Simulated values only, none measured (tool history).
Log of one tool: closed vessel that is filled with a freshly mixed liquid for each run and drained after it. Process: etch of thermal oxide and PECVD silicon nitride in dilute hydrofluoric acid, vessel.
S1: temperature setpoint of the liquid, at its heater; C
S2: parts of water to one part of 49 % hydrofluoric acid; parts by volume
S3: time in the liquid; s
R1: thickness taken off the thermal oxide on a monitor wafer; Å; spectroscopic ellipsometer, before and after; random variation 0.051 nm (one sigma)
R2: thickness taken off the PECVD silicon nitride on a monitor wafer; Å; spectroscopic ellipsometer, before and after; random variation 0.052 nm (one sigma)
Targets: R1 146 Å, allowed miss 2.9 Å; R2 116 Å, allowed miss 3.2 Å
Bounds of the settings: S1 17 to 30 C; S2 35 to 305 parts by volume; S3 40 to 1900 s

run  hour    S1   S2    S3      R1      R2
  1     0    22  170   970  221.43  156.45
  2   8.4  22.5  195  1000  197.91  144.66
  3  13.8  22.5  160  1000  248.68  176.22
  4  21.7  22.5  110  1000  386.26  253.99
  5  26.4  19.5  110  1000  338.98  208.63
  6    33  19.5   60  1000   663.7  376.91
  7  34.7    21  110  1020  371.12  233.95
  8  37.6    22  150  1040  273.87  190.09
  9  42.2    22  175  1075  237.57  166.82
 10  50.2  22.5  195  1085  215.44  157.29
 11  55.4  22.5  215  1095  192.48  144.23
 12    60  22.5  230  1105  179.58  136.22

Which of these 5 next moves meets every target?
  A  64.6  20.5  215   900   ?   ?
  B  64.6    28  295  1090   ?   ?
  C  64.6    23  255  1015   ?   ?
  D  64.6    22  220  1220   ?   ?
  E  64.6    25  215  1105   ?   ?

move      R1      R2
   A  146.62  103.49
   B  155.76  145.63
   C  147.05  115.84
   D  204.52  151.09
   E  212.75  169.18
A: brings the result that was furthest off to its target, and leaves another outside
B: nearer than the last run, and not there yet
C: meets every target
D: further off than the last run
E: further off than the last run
Move C is the one to make.

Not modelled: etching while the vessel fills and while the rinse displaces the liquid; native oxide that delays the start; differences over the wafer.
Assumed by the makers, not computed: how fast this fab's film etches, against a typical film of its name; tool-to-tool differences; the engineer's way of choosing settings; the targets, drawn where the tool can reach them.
